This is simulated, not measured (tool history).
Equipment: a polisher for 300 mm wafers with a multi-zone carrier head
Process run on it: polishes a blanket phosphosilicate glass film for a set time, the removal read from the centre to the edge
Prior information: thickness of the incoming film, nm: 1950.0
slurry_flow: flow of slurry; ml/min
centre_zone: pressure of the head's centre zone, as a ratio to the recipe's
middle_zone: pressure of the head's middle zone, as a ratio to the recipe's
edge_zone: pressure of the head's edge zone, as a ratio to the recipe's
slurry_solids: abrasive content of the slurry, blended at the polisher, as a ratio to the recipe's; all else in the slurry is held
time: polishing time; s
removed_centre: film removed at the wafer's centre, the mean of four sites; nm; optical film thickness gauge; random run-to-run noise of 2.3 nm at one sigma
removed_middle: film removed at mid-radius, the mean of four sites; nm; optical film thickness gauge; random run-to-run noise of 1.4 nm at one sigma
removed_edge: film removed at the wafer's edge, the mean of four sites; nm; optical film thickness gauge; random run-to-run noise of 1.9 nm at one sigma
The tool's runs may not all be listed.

run  hour  slurry_flow  centre_zone  middle_zone  edge_zone  slurry_solids  time  removed_centre  removed_middle  removed_edge
  1     0          205            1            1          1              1    53          374.99           382.4        382.79
  2   6.7          190         0.94         0.97       1.01           0.85    48          284.97           307.3         309.4
  3   9.8          220         0.94         0.97       1.01           0.85    48          291.03          311.73        317.39
  4    16          220         0.89         0.97       1.01           0.85    48           279.4          308.35        312.25
  5  23.2          220         0.89         0.91       1.01           0.85    48          280.42          293.77         317.7
  6  26.4          220         0.89         0.98       1.01           0.85    48          278.55          315.67        320.21
  7  28.1          200         0.87         0.95       1.04           0.75    46          241.19          264.95        279.63
  8  36.9          185         0.85         0.95       1.09           0.65    46          205.51          238.65        256.88
  9  38.2          170         0.84         0.93        1.1            0.6    46          186.43          213.34        240.29
 10  46.1          160         0.84         0.93        1.1            0.6    46          184.54          214.48        235.55
 11  47.5          150         0.84         0.92        1.1            0.6    46          178.94          206.64        235.51
 12  51.8          145         0.84         0.92       1.09            0.6    46          181.35          205.79        230.67

Run 13 has not been measured yet. What should we expect?
 13  52.4          140         0.84         0.92       1.09            0.6    46               ?               ?             ?

removed_centre: 178.61 nm
removed_middle: 203.51 nm
removed_edge: 234.71 nm

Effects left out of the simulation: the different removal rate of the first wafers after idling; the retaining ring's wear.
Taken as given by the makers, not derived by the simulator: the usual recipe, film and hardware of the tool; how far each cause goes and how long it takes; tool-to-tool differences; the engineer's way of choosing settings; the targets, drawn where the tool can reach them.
